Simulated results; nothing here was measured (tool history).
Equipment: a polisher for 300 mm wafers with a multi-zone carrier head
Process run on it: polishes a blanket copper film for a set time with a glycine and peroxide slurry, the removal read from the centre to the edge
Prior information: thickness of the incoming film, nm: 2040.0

run,hour,flow of slurry (ml/min),pressure of the head's centre zone,pressure of the head's middle zone,pressure of the head's edge zone,polishing time (s),film removed at the wafer's centre (angstrom),film removed at mid-radius (angstrom),film removed at the wafer's edge (angstrom)
1,0,145,1,1,1,74,2534.2,2579.6,2527.6
2,7.9,145,1,0.94,1,74,2510.4,2468,2569
3,10.7,145,1,0.94,1.07,74,2494.9,2429.4,2633.7
4,16.1,140,1,0.94,1.01,68,2308.4,2231.7,2329.8
5,21.6,140,1,0.94,1.06,68,2270.6,2230.7,2408.1
6,28.1,140,1,0.94,1.1,68,2285.6,2230.1,2426.3
7,36.5,140,1,0.94,1.1,68,2263.1,2222.9,2404.7

Run 8, settings as shown, results not yet in. Your forecast:
8,39.6,130,1.01,0.95,1.06,64,?,?,?

Run 8 measured film removed at the wafer's centre (angstrom) 2154.8, film removed at mid-radius (angstrom) 2071, film removed at the wafer's edge (angstrom) 2240.7.
